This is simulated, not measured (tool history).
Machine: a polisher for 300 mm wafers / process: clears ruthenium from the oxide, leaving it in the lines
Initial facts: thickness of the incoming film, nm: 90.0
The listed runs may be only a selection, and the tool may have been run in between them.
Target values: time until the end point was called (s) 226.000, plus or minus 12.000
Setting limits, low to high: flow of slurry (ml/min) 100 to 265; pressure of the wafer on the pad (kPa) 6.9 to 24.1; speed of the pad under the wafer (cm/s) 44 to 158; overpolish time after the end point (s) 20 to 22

run,hour,flow of slurry (ml/min),pressure of the wafer on the pad (kPa),speed of the pad under the wafer (cm/s),overpolish time after the end point (s),time until the end point was called (s)
1,0.0,170,15.2,100,20,74.430
2,2.0,165,13.1,88,20,96.198
3,10.7,160,11.7,78,20,126.400
4,19.8,155,10.3,74,20,143.890
5,26.9,155,13.1,74,20,119.320
6,32.5,150,11.7,70,20,136.820
7,38.5,150,11.0,68,20,148.870
8,45.2,150,10.3,66,20,164.710
9,52.5,150,9.7,66,20,178.650
10,60.6,150,9.7,66,20,175.160
11,67.4,150,9.0,66,20,185.400
12,73.5,150,8.3,66,20,202.670

Which single option among these 4 for the next run brings every result within its allowed miss of target? Just one does.
A,79.6,175,7.6,74,20,?
B,79.6,205,6.9,68,22,?
C,79.6,140,8.3,52,20,?
D,79.6,140,10.3,54,22,?

move,time until the end point was called (s)
A,193.810
B,224.490
C,260.240
D,203.080
A: misses by more than the last run did
B: each result inside its tolerance
C: moves the result that the last run missed by most past its target, out the other side
D: about the same distance from the targets as the last run
Move B is the one to make.
